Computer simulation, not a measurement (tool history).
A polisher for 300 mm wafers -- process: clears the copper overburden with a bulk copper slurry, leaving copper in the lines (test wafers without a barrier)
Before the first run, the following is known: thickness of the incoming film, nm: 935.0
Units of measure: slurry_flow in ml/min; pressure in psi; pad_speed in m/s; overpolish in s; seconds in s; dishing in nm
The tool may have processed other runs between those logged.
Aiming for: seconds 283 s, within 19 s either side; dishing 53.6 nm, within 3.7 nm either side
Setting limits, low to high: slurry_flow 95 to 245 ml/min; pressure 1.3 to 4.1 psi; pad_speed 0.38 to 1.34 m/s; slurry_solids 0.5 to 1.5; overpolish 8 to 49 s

run,day,slurry_flow,pressure,pad_speed,slurry_solids,overpolish,seconds,dishing
1,0,155,2.7,0.86,1,25,148.25,74.904
2,0.292,155,2.3,0.82,1,26,184.83,65.793
3,0.492,155,2.3,0.62,1,26,216.87,58.92
4,0.542,155,2.3,0.62,1,22,219.88,53.048
5,0.788,180,2.3,0.62,1,22,210.03,52.563
6,1.129,180,2.3,0.62,0.9,22,222.41,52.388
7,1.283,175,2.2,0.62,0.9,24,227.25,54.033
8,1.483,170,2.1,0.62,0.9,26,244.71,54.482
9,1.804,170,2,0.62,0.9,27,255.7,54.253

Which of these 5 next moves meets every target?
A,2.125,160,2.2,0.74,1,21,?,?
B,2.125,165,2.2,0.56,0.95,28,?,?
C,2.125,160,2.4,0.5,0.95,26,?,?
D,2.125,180,1.9,0.54,0.95,31,?,?
E,2.125,175,1.5,0.66,0.75,46,?,?

move,seconds,dishing
A,200.59,52.446
B,244.38,55.858
C,243.29,53.61
D,284.05,53.271
E,324.42,61.22
A: the biggest miss grows against the last run
B: the biggest miss grows against the last run
C: the biggest miss grows against the last run
D: all results in spec
E: pushes the last run's worst result past its target
D meets every target.
